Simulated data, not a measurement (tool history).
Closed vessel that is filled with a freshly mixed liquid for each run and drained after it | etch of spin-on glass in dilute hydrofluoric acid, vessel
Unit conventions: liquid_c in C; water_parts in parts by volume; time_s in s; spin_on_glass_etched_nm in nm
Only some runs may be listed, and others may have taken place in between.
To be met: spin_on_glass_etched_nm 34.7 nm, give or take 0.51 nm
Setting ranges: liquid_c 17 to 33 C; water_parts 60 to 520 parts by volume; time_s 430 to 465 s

run 1 hour=0 | liquid_c=25 water_parts=290 time_s=430 | spin_on_glass_etched_nm=43.174
run 2 hour=8.4 | liquid_c=23.5 water_parts=290 time_s=430 | spin_on_glass_etched_nm=40.707
run 3 hour=10 | liquid_c=21 water_parts=290 time_s=430 | spin_on_glass_etched_nm=37.277
run 4 hour=18.4 | liquid_c=20.5 water_parts=290 time_s=430 | spin_on_glass_etched_nm=37.033
run 5 hour=23.6 | liquid_c=20.5 water_parts=290 time_s=465 | spin_on_glass_etched_nm=39.927
run 6 hour=32.5 | liquid_c=19.5 water_parts=290 time_s=465 | spin_on_glass_etched_nm=38.25
run 7 hour=39.9 | liquid_c=19 water_parts=290 time_s=465 | spin_on_glass_etched_nm=37.376
run 8 hour=42.2 | liquid_c=18.5 water_parts=290 time_s=465 | spin_on_glass_etched_nm=36.661
run 9 hour=44.7 | liquid_c=18.5 water_parts=290 time_s=465 | spin_on_glass_etched_nm=37.079
run 10 hour=52.1 | liquid_c=18 water_parts=290 time_s=465 | spin_on_glass_etched_nm=36.05
run 11 hour=57.1 | liquid_c=17.5 water_parts=290 time_s=465 | spin_on_glass_etched_nm=35.456

Which one of the following 5 next-run settings gets every result inside its allowed miss? There is exactly one.
run A hour=62.1 | liquid_c=19 water_parts=290 time_s=445 | spin_on_glass_etched_nm=?
run B hour=62.1 | liquid_c=20.5 water_parts=305 time_s=455 | spin_on_glass_etched_nm=?
run C hour=62.1 | liquid_c=18.5 water_parts=305 time_s=465 | spin_on_glass_etched_nm=?
run D hour=62.1 | liquid_c=17.5 water_parts=285 time_s=465 | spin_on_glass_etched_nm=?
run E hour=62.1 | liquid_c=17.5 water_parts=305 time_s=465 | spin_on_glass_etched_nm=?

move=A spin_on_glass_etched_nm=36.112
move=B spin_on_glass_etched_nm=36.643
move=C spin_on_glass_etched_nm=34.777
move=D spin_on_glass_etched_nm=36.426
move=E spin_on_glass_etched_nm=33.491
A: lands further from the targets than the last run did
B: lands further from the targets than the last run did
C: all results in spec
D: lands further from the targets than the last run did
E: carries the result that was furthest off beyond its target, to the other side
The move that meets every target is C.
